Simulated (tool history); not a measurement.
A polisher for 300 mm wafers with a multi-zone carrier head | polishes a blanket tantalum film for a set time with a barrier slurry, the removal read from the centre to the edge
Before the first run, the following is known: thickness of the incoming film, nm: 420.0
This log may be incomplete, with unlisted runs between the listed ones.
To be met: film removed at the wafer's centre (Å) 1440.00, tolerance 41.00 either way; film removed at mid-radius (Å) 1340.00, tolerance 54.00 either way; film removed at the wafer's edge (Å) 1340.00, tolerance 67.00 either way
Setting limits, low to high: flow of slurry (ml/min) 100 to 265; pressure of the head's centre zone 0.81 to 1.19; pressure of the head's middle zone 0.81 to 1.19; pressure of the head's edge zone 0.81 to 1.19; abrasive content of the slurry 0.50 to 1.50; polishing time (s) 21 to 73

run  hour  flow of slurry (ml/min)  pressure of the head's centre zone  pressure of the head's middle zone  pressure of the head's edge zone  abrasive content of the slurry  polishing time (s)  film removed at the wafer's centre (Å)  film removed at mid-radius (Å)  film removed at the wafer's edge (Å)
  1   0.0                      170                                1.00                                1.00                              1.00                            1.00                  47                                  907.46                          911.33                                892.88
  2   5.8                      170                                1.00                                1.00                              1.00                            1.00                  42                                  809.82                          825.60                                778.72
  3   9.6                      170                                1.00                                1.00                              1.00                            1.00                  51                                  986.73                          987.48                                989.28
  4  15.6                      205                                1.00                                1.00                              1.00                            1.00                  51                                 1009.00                         1020.20                                993.90
  5  20.4                      200                                1.03                                1.01                              1.02                            1.10                  52                                 1082.80                         1061.00                               1064.40
  6  25.5                      205                                1.06                                1.03                              1.03                            1.20                  53                                 1164.00                         1140.10                               1096.10
  7  27.5                      205                                1.07                                1.03                              1.05                            1.25                  54                                 1211.70                         1172.20                               1139.70
  8  34.9                      205                                1.07                                1.03                              1.05                            1.25                  54                                 1210.90                         1155.70                               1166.50
  9  39.7                      210                                1.09                                1.05                              1.06                            1.30                  54                                 1232.10                         1226.90                               1151.00
 10  41.5                      215                                1.10                                1.04                              1.07                            1.35                  55                                 1277.70                         1228.60                               1208.50
 11  43.9                      220                                1.11                                1.04                              1.08                            1.40                  56                                 1350.20                         1272.50                               1239.60
 12  50.0                      235                                1.11                                1.04                              1.17                            1.50                  57                                 1391.10                         1299.30                               1324.90

Of the 5 settings listed for the next run, only one would bring every result within its allowed miss of target. Which one?
  A  56.1                      250                                1.17                                1.17                              1.08                            1.50                  52                                       ?                               ?                                     ?
  B  56.1                      240                                1.15                                0.91                              1.17                            1.45                  57                                       ?                               ?                                     ?
  C  56.1                      265                                1.14                                1.07                              1.16                            1.50                  56                                       ?                               ?                                     ?
  D  56.1                      215                                1.16                                1.16                              1.02                            1.50                  54                                       ?                               ?                                     ?
  E  56.1                      225                                1.15                                1.03                              1.19                            1.45                  53                                       ?                               ?                                     ?

move  film removed at the wafer's centre (Å)  film removed at mid-radius (Å)  film removed at the wafer's edge (Å)
   A                                 1349.40                         1314.70                               1190.70
   B                                 1435.30                         1184.30                               1350.10
   C                                 1423.80                         1330.90                               1336.70
   D                                 1367.40                         1337.50                               1189.50
   E                                 1326.40                         1197.30                               1259.10
A: further off than the last run
B: brings the result that was furthest off to its target, and leaves another outside
C: hits every target within its allowed miss
D: further off than the last run
E: further off than the last run
Answer: C
